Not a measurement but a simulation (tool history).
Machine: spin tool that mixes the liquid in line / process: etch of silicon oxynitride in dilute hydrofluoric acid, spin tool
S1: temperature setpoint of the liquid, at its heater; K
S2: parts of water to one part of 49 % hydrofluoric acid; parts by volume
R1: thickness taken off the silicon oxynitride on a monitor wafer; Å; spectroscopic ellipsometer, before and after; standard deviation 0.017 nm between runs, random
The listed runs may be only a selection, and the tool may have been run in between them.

Run 1, hour 0.0: S1 295.15 K, S2 60 parts by volume, time under the liquid (s) 90. Result: R1 31.789 Å.
Run 2, hour 2.2: S1 294.15 K, S2 60 parts by volume, time under the liquid (s) 90. Result: R1 30.497 Å.
Run 3, hour 4.6: S1 294.15 K, S2 70 parts by volume, time under the liquid (s) 90. Result: R1 26.597 Å.
Run 4, hour 10.5: S1 294.15 K, S2 50 parts by volume, time under the liquid (s) 90. Result: R1 37.340 Å.
Run 5, hour 12.0: S1 293.15 K, S2 55 parts by volume, time under the liquid (s) 90. Result: R1 32.089 Å.
Run 6, hour 17.6: S1 295.15 K, S2 55 parts by volume, time under the liquid (s) 90. Result: R1 35.035 Å.
Run 7, hour 18.7: S1 294.15 K, S2 60 parts by volume, time under the liquid (s) 90. Result: R1 30.328 Å.
Run 8, hour 22.6: S1 293.15 K, S2 60 parts by volume, time under the liquid (s) 90. Result: R1 29.003 Å.
Run 9, hour 31.2: S1 292.65 K, S2 60 parts by volume, time under the liquid (s) 90. Result: R1 28.629 Å.
Run 10, hour 38.6: S1 292.15 K, S2 60 parts by volume, time under the liquid (s) 90. Result: R1 27.386 Å.
Run 11, hour 42.0: S1 291.65 K, S2 60 parts by volume, time under the liquid (s) 90. Result: R1 26.971 Å.
Run 12, hour 50.2: S1 291.15 K, S2 60 parts by volume, time under the liquid (s) 90. Result: R1 25.894 Å.

The next listed run, before its measurement:
At hour 53.1: hydrofluoric acid flow meter replaced.
Run 13, hour 53.1: S1 290.15 K, S2 70 parts by volume, time under the liquid (s) 90. Result: R1 ?.

R1: 19.674 Å

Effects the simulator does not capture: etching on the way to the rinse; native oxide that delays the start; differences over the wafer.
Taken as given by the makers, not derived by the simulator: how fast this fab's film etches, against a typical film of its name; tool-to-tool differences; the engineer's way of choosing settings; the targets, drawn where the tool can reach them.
